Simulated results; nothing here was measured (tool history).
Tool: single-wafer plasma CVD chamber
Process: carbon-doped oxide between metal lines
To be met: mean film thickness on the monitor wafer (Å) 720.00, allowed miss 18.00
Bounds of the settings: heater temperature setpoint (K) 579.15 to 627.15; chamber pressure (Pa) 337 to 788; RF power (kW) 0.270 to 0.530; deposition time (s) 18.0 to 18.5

run  hour  heater temperature setpoint (K)  chamber pressure (Pa)  RF power (kW)  deposition time (s)  mean film thickness on the monitor wafer (Å)
  1   0.0                           603.15                    563          0.400                 18.0                                        855.29
  2   3.4                           605.15                    547          0.390                 18.0                                        842.46
  3   6.9                           605.15                    547          0.335                 18.0                                        769.56
  4   9.3                           606.15                    540          0.330                 18.0                                        760.27
  5  18.2                           606.15                    540          0.330                 18.5                                        785.99
  6  24.0                           607.15                    533          0.325                 18.5                                        773.74
  7  26.4                           608.15                    525          0.320                 18.5                                        762.01
  8  30.3                           609.15                    517          0.320                 18.5                                        761.80
  9  31.5                           610.15                    511          0.315                 18.5                                        749.49

Which of these 5 next moves meets every target?
  A  32.7                           611.15                    560          0.315                 18.5                                             ?
  B  32.7                           612.15                    501          0.270                 18.0                                             ?
  C  32.7                           608.15                    500          0.345                 18.1                                             ?
  D  32.7                           602.15                    541          0.290                 18.0                                             ?
  E  32.7                           615.15                    533          0.330                 18.5                                             ?

move  mean film thickness on the monitor wafer (Å)
   A                                        751.72
   B                                        666.39
   C                                        769.80
   D                                        723.19
   E                                        755.04
A: further off than the last run
B: takes the result that was furthest off past its target
C: further off than the last run
D: meets every target
E: further off than the last run
The right move is D.
